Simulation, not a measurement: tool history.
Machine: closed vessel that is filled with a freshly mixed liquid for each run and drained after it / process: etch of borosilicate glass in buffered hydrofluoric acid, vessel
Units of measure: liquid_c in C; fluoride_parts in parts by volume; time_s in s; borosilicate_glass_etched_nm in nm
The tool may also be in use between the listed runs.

| run | hour | liquid_c | fluoride_parts | time_s | borosilicate_glass_etched_nm |
|---|---|---|---|---|---|
| 1 | 0 | 21 | 18.5 | 30 | 16.487 |
| 2 | 4 | 22.5 | 17 | 30 | 19.388 |
| 3 | 6.8 | 23.5 | 15.5 | 30 | 22.437 |
| 4 | 14.6 | 23.5 | 18.5 | 30 | 18.762 |
| 5 | 20.9 | 24.5 | 17 | 30 | 21.578 |
| 6 | 26.3 | 25 | 15.5 | 30 | 24.223 |
|  | 29.3 | hydrofluoric acid flow meter replaced |
| 7 | 29.3 | 25.5 | 14.5 | 30 | 28.233 |

The next listed run, before its measurement:
| 8 | 32.6 | 26 | 14 | 30 | ? |

Run 8 yielded borosilicate_glass_etched_nm 29.941 nm.
